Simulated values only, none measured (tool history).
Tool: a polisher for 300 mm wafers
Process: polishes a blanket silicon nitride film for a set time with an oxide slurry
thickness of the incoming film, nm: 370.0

run	hour	flow of slurry (ml/min)	pressure of the wafer on the pad (psi)	speed of the pad under the wafer (cm/s)	abrasive content of the slurry	polishing time (s)	film removed (angstrom)
1	0	240	4.9	128	1	124	1126.9
2	8.9	240	4.9	116	1	124	1030.6
3	11.4	220	4.9	116	1	124	1024.9
4	15.9	225	5.5	118	1	124	1139.2
5	18.3	225	5.5	118	1	124	1143.1
6	27.1	230	6	122	1	124	1275.3
7	34.5	235	6.4	126	1	124	1377.8
8	41.6	235	6.7	130	1	124	1482.9
9	49.1	235	6.9	132	1	124	1524.9
10	56.8	235	7.1	136	1	124	1591.8

Run 11 comes next. What will it give?
11	59.3	240	7.2	138	1	124	?

Run 11 gave film removed (angstrom) 1645.1.
